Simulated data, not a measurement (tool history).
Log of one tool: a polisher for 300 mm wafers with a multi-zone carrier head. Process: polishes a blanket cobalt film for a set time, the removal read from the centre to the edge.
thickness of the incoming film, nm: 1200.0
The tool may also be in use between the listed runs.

run	hour	flow of slurry (ml/min)	pressure of the head's centre zone	pressure of the head's middle zone	pressure of the head's edge zone	polishing time (s)	film removed at the wafer's centre (angstrom)	film removed at mid-radius (angstrom)	film removed at the wafer's edge (angstrom)
1	0.0	250	1.00	1.00	1.00	48	2013.6	2004.2	1968.6
2	3.8	265	1.03	1.05	1.05	50	2177.4	2225.5	2068.2
3	11.0	265	0.99	1.05	1.05	50	2079.5	2273.6	2095.1
4	19.0	275	1.01	1.05	1.08	52	2233.1	2318.0	2226.6
5	27.7	290	1.03	1.07	1.10	53	2330.1	2410.4	2281.2
6	32.2	290	1.03	1.10	1.10	53	2310.0	2453.9	2227.8

The next listed run, before its measurement:
7	37.8	295	1.04	1.10	1.12	54	?	?	?

film removed at the wafer's centre (angstrom): 2408.9
film removed at mid-radius (angstrom): 2519.2
film removed at the wafer's edge (angstrom): 2329.3

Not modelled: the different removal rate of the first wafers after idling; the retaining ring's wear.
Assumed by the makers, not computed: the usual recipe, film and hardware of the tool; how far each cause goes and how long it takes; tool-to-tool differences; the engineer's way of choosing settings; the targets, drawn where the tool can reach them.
